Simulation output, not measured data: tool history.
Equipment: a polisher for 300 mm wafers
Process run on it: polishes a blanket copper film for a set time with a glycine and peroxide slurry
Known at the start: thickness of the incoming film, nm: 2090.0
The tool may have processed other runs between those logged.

run,hour,flow of slurry (ml/min),pressure of the wafer on the pad (kPa),speed of the pad under the wafer (cm/s),polishing time (s),film removed (nm)
1,0,150,22.1,92,92,448.02
2,3.8,150,22.1,108,92,502.66
3,9,150,22.1,126,92,574.19
4,17.2,150,22.1,126,92,572.2
5,17.9,150,17.2,126,92,495.32
# hour 24.4: worn pad replaced by a new one
6,24.4,150,17.2,112,92,466.26

Run 7, settings as shown, results not yet in. Your forecast:
7,28.2,145,15.2,104,92,?

{"run 7": {"film removed (nm)": 417.04}}
